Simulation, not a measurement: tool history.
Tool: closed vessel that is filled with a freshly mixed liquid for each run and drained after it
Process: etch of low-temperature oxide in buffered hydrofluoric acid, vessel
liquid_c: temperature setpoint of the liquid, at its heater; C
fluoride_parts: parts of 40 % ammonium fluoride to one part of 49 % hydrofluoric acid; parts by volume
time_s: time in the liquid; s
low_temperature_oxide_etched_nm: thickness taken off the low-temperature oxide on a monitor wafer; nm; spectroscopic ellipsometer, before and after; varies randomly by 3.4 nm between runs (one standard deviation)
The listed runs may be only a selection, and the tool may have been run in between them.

run	hour	liquid_c	fluoride_parts	time_s	low_temperature_oxide_etched_nm
1	0	22	14	105	230.3
2	3.9	23.5	13.5	105	260.76
3	8.2	23.5	13.5	105	259.94
4	17.2	25.5	13.5	105	292
5	21.7	26.5	13.5	105	310.35
6	28.7	26.5	15.5	105	270.76
7	34	27	15	105	287.9
8	35	27.5	14.5	105	298.46
9	43.4	27.5	14.5	105	302.3

Run 10 is up next; what results do you expect?
10	49	28	14	105	?

Run 10 yielded low_temperature_oxide_etched_nm 321.46 nm.
